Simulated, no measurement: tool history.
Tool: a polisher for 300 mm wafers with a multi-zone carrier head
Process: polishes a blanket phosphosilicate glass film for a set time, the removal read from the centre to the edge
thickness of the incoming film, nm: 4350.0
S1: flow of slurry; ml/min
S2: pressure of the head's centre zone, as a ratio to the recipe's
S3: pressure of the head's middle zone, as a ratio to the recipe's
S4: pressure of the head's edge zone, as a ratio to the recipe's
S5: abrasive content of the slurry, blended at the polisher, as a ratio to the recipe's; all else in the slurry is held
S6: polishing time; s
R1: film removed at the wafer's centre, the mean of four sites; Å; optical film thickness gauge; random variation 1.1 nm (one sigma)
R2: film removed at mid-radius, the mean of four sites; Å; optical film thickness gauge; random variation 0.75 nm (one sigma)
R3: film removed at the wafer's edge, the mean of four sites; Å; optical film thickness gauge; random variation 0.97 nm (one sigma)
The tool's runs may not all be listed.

| run | hour | S1 | S2 | S3 | S4 | S5 | S6 | R1 | R2 | R3 |
|---|---|---|---|---|---|---|---|---|---|---|
| 1 | 0 | 140 | 1 | 1 | 1 | 1 | 35 | 2011.8 | 1985.8 | 2025.9 |
| 2 | 1.2 | 140 | 1 | 0.97 | 1 | 1 | 35 | 2045.4 | 1908.5 | 2022.5 |
| 3 | 8.5 | 140 | 1.04 | 0.97 | 1 | 1 | 35 | 2083.9 | 1935.2 | 1994.7 |
| 4 | 13.1 | 115 | 1.04 | 0.97 | 1 | 1 | 35 | 2032.8 | 1863.7 | 1943.9 |
| 5 | 15.4 | 85 | 1.04 | 0.97 | 1 | 1 | 35 | 1883.7 | 1729 | 1893.8 |
| 6 | 23.5 | 85 | 1.04 | 0.97 | 1 | 0.85 | 35 | 1656.9 | 1576.1 | 1683 |
| 7 | 25.9 | 120 | 1.09 | 1 | 0.9 | 0.6 | 25 | 992.87 | 866.05 | 862.47 |
| 8 | 32.1 | 115 | 1.08 | 1.02 | 0.88 | 0.6 | 25 | 972.64 | 884.21 | 839.82 |

Forecast run 9:
| 9 | 39.8 | 110 | 1.07 | 1.02 | 0.87 | 0.6 | 25 | ? | ? | ? |

R1: 959.61 Å
R2: 869.53 Å
R3: 851.5 Å
